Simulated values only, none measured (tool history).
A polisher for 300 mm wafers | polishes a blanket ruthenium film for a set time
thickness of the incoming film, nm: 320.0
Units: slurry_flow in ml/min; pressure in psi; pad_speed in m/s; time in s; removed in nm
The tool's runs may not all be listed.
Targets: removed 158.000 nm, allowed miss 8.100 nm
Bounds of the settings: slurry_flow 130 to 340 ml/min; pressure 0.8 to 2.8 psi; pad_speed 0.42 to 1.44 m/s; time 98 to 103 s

run 1 day=0.000 | slurry_flow=220 pressure=1.8 pad_speed=0.92 time=98 | removed=82.461
run 2 day=0.092 | slurry_flow=260 pressure=1.8 pad_speed=0.92 time=98 | removed=87.602
run 3 day=0.350 | slurry_flow=285 pressure=1.8 pad_speed=0.92 time=98 | removed=85.332
run 4 day=0.658 | slurry_flow=285 pressure=1.8 pad_speed=0.92 time=103 | removed=91.108
run 5 day=0.950 | slurry_flow=285 pressure=2.0 pad_speed=0.92 time=103 | removed=98.832
run 6 day=0.983 | slurry_flow=330 pressure=2.0 pad_speed=0.92 time=103 | removed=99.860
run 7 day=1.321 | slurry_flow=330 pressure=2.1 pad_speed=0.94 time=103 | removed=107.330
run 8 day=1.367 | slurry_flow=330 pressure=2.6 pad_speed=0.98 time=103 | removed=136.630
run 9 day=1.525 | slurry_flow=330 pressure=2.6 pad_speed=1.00 time=103 | removed=137.700

Which of these 4 next moves meets every target?
run A day=1.683 | slurry_flow=340 pressure=2.8 pad_speed=0.90 time=99 | removed=?
run B day=1.683 | slurry_flow=340 pressure=2.8 pad_speed=1.20 time=103 | removed=?
run C day=1.683 | slurry_flow=300 pressure=2.3 pad_speed=0.94 time=103 | removed=?
run D day=1.683 | slurry_flow=340 pressure=2.6 pad_speed=1.18 time=101 | removed=?

move=A removed=134.390
move=B removed=177.030
move=C removed=118.780
move=D removed=159.330
A: further off than the last run
B: takes the result that was furthest off past its target
C: further off than the last run
D: meets every target
Answer: D

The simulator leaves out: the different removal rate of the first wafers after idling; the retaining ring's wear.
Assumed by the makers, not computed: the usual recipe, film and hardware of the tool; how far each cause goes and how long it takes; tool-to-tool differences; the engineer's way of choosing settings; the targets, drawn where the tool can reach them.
